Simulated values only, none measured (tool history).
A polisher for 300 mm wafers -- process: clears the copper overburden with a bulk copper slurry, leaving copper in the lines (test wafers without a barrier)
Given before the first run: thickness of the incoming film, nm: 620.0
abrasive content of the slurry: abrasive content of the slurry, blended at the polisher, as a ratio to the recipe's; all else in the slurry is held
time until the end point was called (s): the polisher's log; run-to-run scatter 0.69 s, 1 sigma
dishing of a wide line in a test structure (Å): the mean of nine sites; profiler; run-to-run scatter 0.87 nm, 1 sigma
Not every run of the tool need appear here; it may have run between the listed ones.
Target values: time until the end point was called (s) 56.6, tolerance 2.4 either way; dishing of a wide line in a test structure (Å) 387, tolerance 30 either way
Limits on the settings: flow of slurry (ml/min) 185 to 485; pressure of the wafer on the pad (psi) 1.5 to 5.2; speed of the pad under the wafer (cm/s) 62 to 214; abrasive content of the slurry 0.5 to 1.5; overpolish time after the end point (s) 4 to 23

run	day	flow of slurry (ml/min)	pressure of the wafer on the pad (psi)	speed of the pad under the wafer (cm/s)	abrasive content of the slurry	overpolish time after the end point (s)	time until the end point was called (s)	dishing of a wide line in a test structure (Å)
1	0	310	3.3	138	1	12	54.293	804.93
2	0.196	310	3	146	1	10	55.696	667.92
3	0.246	310	3	146	1.2	10	53.372	697.22
4	0.271	310	3	146	1.2	12	52.351	788.73
5	0.425	310	2.6	146	1.2	12	62.315	697.27
6	0.458	300	2.5	154	1.2	10	61.217	656.49
7	0.538	355	2.6	144	1.3	8	59.1	527.1
8	0.796	375	2.6	144	1.3	7	59.619	475.9
9	1.167	385	2.6	144	1.3	6	59.214	446.78

Of the 4 settings listed for the next run, only one would bring every result within its allowed miss of target. Which one?
A	1.538	465	2.7	142	1.15	8	?	?
B	1.538	415	2.8	138	1.25	5	?	?
C	1.538	380	2.9	134	1.3	7	?	?
D	1.538	400	2.8	126	1.3	7	?	?

move	time until the end point was called (s)	dishing of a wide line in a test structure (Å)
A	59.236	563.11
B	57.706	388.67
C	57.043	523.69
D	62.324	485.32
A: misses by more than the last run did
B: every result within its allowed miss
C: misses by more than the last run did
D: misses by more than the last run did
Go with B: it meets all targets.

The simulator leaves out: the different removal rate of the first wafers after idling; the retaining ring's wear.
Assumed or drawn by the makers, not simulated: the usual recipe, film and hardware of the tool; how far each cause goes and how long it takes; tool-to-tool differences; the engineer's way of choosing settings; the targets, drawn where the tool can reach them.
